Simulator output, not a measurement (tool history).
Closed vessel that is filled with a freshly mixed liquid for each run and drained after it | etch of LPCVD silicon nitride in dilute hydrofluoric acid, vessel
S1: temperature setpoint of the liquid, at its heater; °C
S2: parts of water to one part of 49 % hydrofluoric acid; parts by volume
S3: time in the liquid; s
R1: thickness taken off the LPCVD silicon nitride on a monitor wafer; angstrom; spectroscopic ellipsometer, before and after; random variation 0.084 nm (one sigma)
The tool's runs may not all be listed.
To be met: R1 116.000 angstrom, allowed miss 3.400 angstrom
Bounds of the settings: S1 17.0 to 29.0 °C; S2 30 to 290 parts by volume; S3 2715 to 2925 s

Run 1, hour 0.0: S1 21.0 °C, S2 160 parts by volume, S3 2715 s. Result: R1 72.415 angstrom.
Run 2, hour 5.4: S1 21.0 °C, S2 180 parts by volume, S3 2715 s. Result: R1 65.114 angstrom.
Run 3, hour 10.9: S1 24.0 °C, S2 180 parts by volume, S3 2715 s. Result: R1 78.493 angstrom.
Run 4, hour 15.0: S1 25.0 °C, S2 175 parts by volume, S3 2715 s. Result: R1 86.705 angstrom.
Run 5, hour 19.4: S1 25.0 °C, S2 205 parts by volume, S3 2715 s. Result: R1 73.057 angstrom.
Run 6, hour 23.8: S1 26.0 °C, S2 195 parts by volume, S3 2715 s. Result: R1 82.629 angstrom.
Run 7, hour 29.5: S1 26.5 °C, S2 190 parts by volume, S3 2715 s. Result: R1 87.538 angstrom.
Run 8, hour 36.8: S1 27.0 °C, S2 185 parts by volume, S3 2715 s. Result: R1 91.513 angstrom.
Run 9, hour 40.3: S1 27.5 °C, S2 180 parts by volume, S3 2715 s. Result: R1 97.451 angstrom.
Run 10, hour 49.1: S1 28.0 °C, S2 175 parts by volume, S3 2715 s. Result: R1 104.550 angstrom.
Run 11, hour 57.0: S1 28.5 °C, S2 170 parts by volume, S3 2715 s. Result: R1 110.450 angstrom.

5 next moves are on the table. One of them brings every result within its allowed miss. Which?
Run A, hour 64.9: S1 28.5 °C, S2 195 parts by volume, S3 2845 s. Result: R1 ?.
Run B, hour 64.9: S1 28.5 °C, S2 180 parts by volume, S3 2760 s. Result: R1 ?.
Run C, hour 64.9: S1 27.0 °C, S2 155 parts by volume, S3 2825 s. Result: R1 ?.
Run D, hour 64.9: S1 28.5 °C, S2 180 parts by volume, S3 2785 s. Result: R1 ?.
Run E, hour 64.9: S1 26.0 °C, S2 150 parts by volume, S3 2715 s. Result: R1 ?.

move       R1
   A  101.130
   B  106.390
   C  115.350
   D  107.350
   E  107.550
A: further off than the last run
B: further off than the last run
C: meets every target
D: further off than the last run
E: further off than the last run
Answer: C
